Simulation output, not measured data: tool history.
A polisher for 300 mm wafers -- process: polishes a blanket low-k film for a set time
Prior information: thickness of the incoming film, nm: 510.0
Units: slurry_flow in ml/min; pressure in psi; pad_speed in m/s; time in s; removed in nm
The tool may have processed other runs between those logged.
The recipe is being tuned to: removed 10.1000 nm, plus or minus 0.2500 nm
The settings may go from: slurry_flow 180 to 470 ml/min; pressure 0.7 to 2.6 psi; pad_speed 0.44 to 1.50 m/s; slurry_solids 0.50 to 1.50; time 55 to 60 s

{"run": 1, "hour": 0.0, "slurry_flow": 300, "pressure": 1.6, "pad_speed": 0.96, "slurry_solids": 1.0, "time": 60, "removed": 17.647}
{"run": 2, "hour": 4.3, "slurry_flow": 365, "pressure": 1.6, "pad_speed": 0.96, "slurry_solids": 1.0, "time": 60, "removed": 17.855}
{"run": 3, "hour": 9.8, "slurry_flow": 365, "pressure": 1.5, "pad_speed": 0.96, "slurry_solids": 1.0, "time": 60, "removed": 16.877}
{"run": 4, "hour": 17.2, "slurry_flow": 365, "pressure": 1.5, "pad_speed": 0.96, "slurry_solids": 1.0, "time": 55, "removed": 15.542}
{"run": 5, "hour": 24.5, "slurry_flow": 365, "pressure": 1.5, "pad_speed": 0.96, "slurry_solids": 1.0, "time": 55, "removed": 15.245}
{"run": 6, "hour": 28.9, "slurry_flow": 365, "pressure": 1.4, "pad_speed": 0.96, "slurry_solids": 1.0, "time": 55, "removed": 14.459}
{"run": 7, "hour": 30.4, "slurry_flow": 365, "pressure": 1.3, "pad_speed": 0.96, "slurry_solids": 1.0, "time": 55, "removed": 13.381}
{"run": 8, "hour": 33.2, "slurry_flow": 365, "pressure": 1.2, "pad_speed": 0.96, "slurry_solids": 1.0, "time": 55, "removed": 12.321}
{"run": 9, "hour": 34.3, "slurry_flow": 350, "pressure": 0.9, "pad_speed": 0.96, "slurry_solids": 1.0, "time": 55, "removed": 9.5103}
{"run": 10, "hour": 35.6, "slurry_flow": 355, "pressure": 0.9, "pad_speed": 0.96, "slurry_solids": 1.0, "time": 55, "removed": 9.4165}
{"run": 11, "hour": 43.8, "slurry_flow": 360, "pressure": 0.9, "pad_speed": 0.96, "slurry_solids": 1.0, "time": 55, "removed": 9.4733}
{"run": 12, "hour": 46.0, "slurry_flow": 370, "pressure": 0.9, "pad_speed": 0.96, "slurry_solids": 1.0, "time": 55, "removed": 9.4708}
{"run": 13, "hour": 51.9, "slurry_flow": 370, "pressure": 0.9, "pad_speed": 0.96, "slurry_solids": 1.0, "time": 55, "removed": 9.4033}
{"run": 14, "hour": 56.0, "slurry_flow": 370, "pressure": 0.9, "pad_speed": 0.96, "slurry_solids": 1.0, "time": 55, "removed": 9.4056}
{"run": 15, "hour": 60.9, "slurry_flow": 370, "pressure": 1.0, "pad_speed": 0.96, "slurry_solids": 1.0, "time": 55, "removed": 10.404}
{"run": 16, "hour": 62.7, "slurry_flow": 365, "pressure": 1.0, "pad_speed": 0.96, "slurry_solids": 1.0, "time": 55, "removed": 10.442}
{"run": 17, "hour": 65.8, "slurry_flow": 360, "pressure": 1.0, "pad_speed": 0.96, "slurry_solids": 1.0, "time": 55, "removed": 10.418}
{"run": 18, "hour": 69.0, "slurry_flow": 350, "pressure": 0.9, "pad_speed": 0.96, "slurry_solids": 1.0, "time": 55, "removed": 9.4481}
{"run": 19, "hour": 72.8, "slurry_flow": 360, "pressure": 0.9, "pad_speed": 0.96, "slurry_solids": 1.0, "time": 55, "removed": 9.3578}
{"run": 20, "hour": 80.3, "slurry_flow": 365, "pressure": 0.9, "pad_speed": 0.96, "slurry_solids": 1.0, "time": 55, "removed": 9.4441}
{"run": 21, "hour": 84.1, "slurry_flow": 365, "pressure": 1.0, "pad_speed": 0.96, "slurry_solids": 1.0, "time": 55, "removed": 10.417}
{"run": 22, "hour": 90.1, "slurry_flow": 360, "pressure": 1.0, "pad_speed": 0.96, "slurry_solids": 1.0, "time": 55, "removed": 10.353}
{"run": 23, "hour": 93.6, "slurry_flow": 360, "pressure": 1.0, "pad_speed": 0.96, "slurry_solids": 1.0, "time": 55, "removed": 10.474}

Which of these 5 next moves meets every target?
{"run": "A", "hour": 97.1, "slurry_flow": 335, "pressure": 0.9, "pad_speed": 1.06, "slurry_solids": 1.0, "time": 59, "removed": "?"}
{"run": "B", "hour": 97.1, "slurry_flow": 410, "pressure": 1.1, "pad_speed": 0.94, "slurry_solids": 0.8, "time": 59, "removed": "?"}
{"run": "C", "hour": 97.1, "slurry_flow": 390, "pressure": 1.0, "pad_speed": 0.9, "slurry_solids": 1.1, "time": 56, "removed": "?"}
{"run": "D", "hour": 97.1, "slurry_flow": 375, "pressure": 0.9, "pad_speed": 1.06, "slurry_solids": 0.95, "time": 55, "removed": "?"}
{"run": "E", "hour": 97.1, "slurry_flow": 445, "pressure": 0.9, "pad_speed": 0.92, "slurry_solids": 1.15, "time": 60, "removed": "?"}

move=A removed=10.7990
move=B removed=10.9350
move=C removed=10.4640
move=D removed=9.9411
move=E removed=10.6030
A: further off than the last run
B: further off than the last run
C: roughly where the last run was
D: in spec on every target
E: further off than the last run
The right move is D.

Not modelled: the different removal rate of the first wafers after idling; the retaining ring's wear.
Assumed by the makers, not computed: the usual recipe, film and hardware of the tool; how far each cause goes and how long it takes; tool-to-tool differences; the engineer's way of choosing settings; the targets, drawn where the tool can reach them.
